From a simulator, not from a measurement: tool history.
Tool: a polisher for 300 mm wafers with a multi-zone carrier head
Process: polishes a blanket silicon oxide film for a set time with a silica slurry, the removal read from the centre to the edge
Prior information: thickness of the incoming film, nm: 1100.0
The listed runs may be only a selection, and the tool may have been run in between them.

| run | hour | flow of slurry (ml/min) | pressure of the head's centre zone | pressure of the head's middle zone | pressure of the head's edge zone | abrasive content of the slurry | polishing time (s) | film removed at the wafer's centre (angstrom) | film removed at mid-radius (angstrom) | film removed at the wafer's edge (angstrom) |
|---|---|---|---|---|---|---|---|---|---|---|
| 1 | 0 | 210 | 1 | 1 | 1 | 1 | 67 | 2390.8 | 2424 | 2352.7 |
| 2 | 7.8 | 205 | 0.99 | 0.98 | 0.99 | 1 | 67 | 2330.3 | 2345.9 | 2314.6 |
| 3 | 14.9 | 165 | 0.99 | 0.98 | 0.99 | 1 | 67 | 2222.8 | 2262.3 | 2303.2 |
| 4 | 21.2 | 125 | 0.99 | 0.98 | 0.99 | 1 | 67 | 2111.2 | 2131.3 | 2149.8 |
| 5 | 25.2 | 125 | 0.99 | 0.98 | 0.99 | 1.15 | 67 | 2263.4 | 2287.6 | 2321.4 |
| 6 | 27 | 125 | 0.99 | 0.98 | 0.99 | 1.15 | 56 | 1877.1 | 1894.9 | 1939.3 |
| 7 | 31.9 | 185 | 1.02 | 0.97 | 1.09 | 1.2 | 56 | 2084.1 | 2068.8 | 2206.5 |

What will run 8 give?
| 8 | 38.3 | 180 | 1.02 | 0.97 | 1.09 | 1.2 | 56 | ? | ? | ? |

film removed at the wafer's centre (angstrom): 2102.5
film removed at mid-radius (angstrom): 2063.7
film removed at the wafer's edge (angstrom): 2141.2

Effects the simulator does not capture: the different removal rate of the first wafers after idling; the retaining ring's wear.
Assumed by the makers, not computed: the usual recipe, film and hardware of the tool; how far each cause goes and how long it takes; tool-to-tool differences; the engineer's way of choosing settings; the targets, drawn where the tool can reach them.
